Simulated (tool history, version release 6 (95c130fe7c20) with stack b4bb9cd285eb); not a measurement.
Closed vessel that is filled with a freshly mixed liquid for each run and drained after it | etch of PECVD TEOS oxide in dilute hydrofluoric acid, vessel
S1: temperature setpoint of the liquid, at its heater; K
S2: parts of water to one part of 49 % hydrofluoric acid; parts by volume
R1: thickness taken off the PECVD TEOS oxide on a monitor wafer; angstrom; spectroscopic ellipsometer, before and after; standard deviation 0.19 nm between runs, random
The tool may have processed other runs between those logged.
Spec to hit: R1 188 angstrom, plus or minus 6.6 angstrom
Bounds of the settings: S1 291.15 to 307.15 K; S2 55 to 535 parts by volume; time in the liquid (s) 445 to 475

{"run": 1, "hour": 0.0, "S1": 299.15, "S2": 295, "time in the liquid (s)": 445, "R1": 354.68}
{"run": 2, "hour": 4.4, "S1": 299.15, "S2": 380, "time in the liquid (s)": 445, "R1": 251.9}
{"run": 3, "hour": 9.3, "S1": 302.65, "S2": 380, "time in the liquid (s)": 445, "R1": 284.23}
{"run": 4, "hour": 14.2, "S1": 302.65, "S2": 380, "time in the liquid (s)": 445, "R1": 287.3}
{"run": 5, "hour": 21.1, "S1": 300.65, "S2": 380, "time in the liquid (s)": 445, "R1": 271.26}
{"run": 6, "hour": 25.5, "S1": 300.65, "S2": 460, "time in the liquid (s)": 445, "R1": 207.71}
{"run": 7, "hour": 32.5, "S1": 300.15, "S2": 460, "time in the liquid (s)": 445, "R1": 205.15}
{"run": 8, "hour": 34.4, "S1": 299.65, "S2": 460, "time in the liquid (s)": 445, "R1": 197.88}

Consider the 5 candidate settings below. Which is the only one whose results all fall within their allowed miss of target?
{"run": "A", "hour": 36.3, "S1": 299.15, "S2": 445, "time in the liquid (s)": 460, "R1": "?"}
{"run": "B", "hour": 36.3, "S1": 300.65, "S2": 485, "time in the liquid (s)": 445, "R1": "?"}
{"run": "C", "hour": 36.3, "S1": 297.15, "S2": 440, "time in the liquid (s)": 455, "R1": "?"}
{"run": "D", "hour": 36.3, "S1": 298.65, "S2": 455, "time in the liquid (s)": 475, "R1": "?"}
{"run": "E", "hour": 36.3, "S1": 298.65, "S2": 435, "time in the liquid (s)": 445, "R1": "?"}

move=A R1=212.36
move=B R1=190.38
move=C R1=200.27
move=D R1=209.27
move=E R1=208.74
A: the biggest miss grows against the last run
B: meets every target
C: the biggest miss grows against the last run
D: the biggest miss grows against the last run
E: the biggest miss grows against the last run
Answer: B

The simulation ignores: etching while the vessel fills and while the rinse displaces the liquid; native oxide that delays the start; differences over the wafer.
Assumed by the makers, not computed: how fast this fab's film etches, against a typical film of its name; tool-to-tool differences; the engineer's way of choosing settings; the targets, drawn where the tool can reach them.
